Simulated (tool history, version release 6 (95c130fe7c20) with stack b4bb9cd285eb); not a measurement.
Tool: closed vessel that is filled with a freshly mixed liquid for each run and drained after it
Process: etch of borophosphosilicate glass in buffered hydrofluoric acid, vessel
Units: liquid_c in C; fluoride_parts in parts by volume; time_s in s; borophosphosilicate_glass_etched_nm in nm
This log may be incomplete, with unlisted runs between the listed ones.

| run | hour | liquid_c | fluoride_parts | time_s | borophosphosilicate_glass_etched_nm |
|---|---|---|---|---|---|
| 1 | 0 | 22 | 9.5 | 95 | 244.27 |
| 2 | 0.8 | 18.5 | 9.5 | 95 | 200.25 |
| 3 | 3.5 | 18.5 | 9.5 | 105 | 222.85 |
| 4 | 5.8 | 21 | 9.5 | 105 | 257.1 |
| 5 | 12.5 | 20.5 | 9.5 | 105 | 253.12 |
| 6 | 13.8 | 20.5 | 7.5 | 105 | 316.62 |
| 7 | 20.8 | 20 | 8 | 105 | 285.89 |

What will run 8 give?
| 8 | 28.4 | 19.5 | 8.5 | 105 | ? |

Run 8 measured borophosphosilicate_glass_etched_nm 260.06 nm.
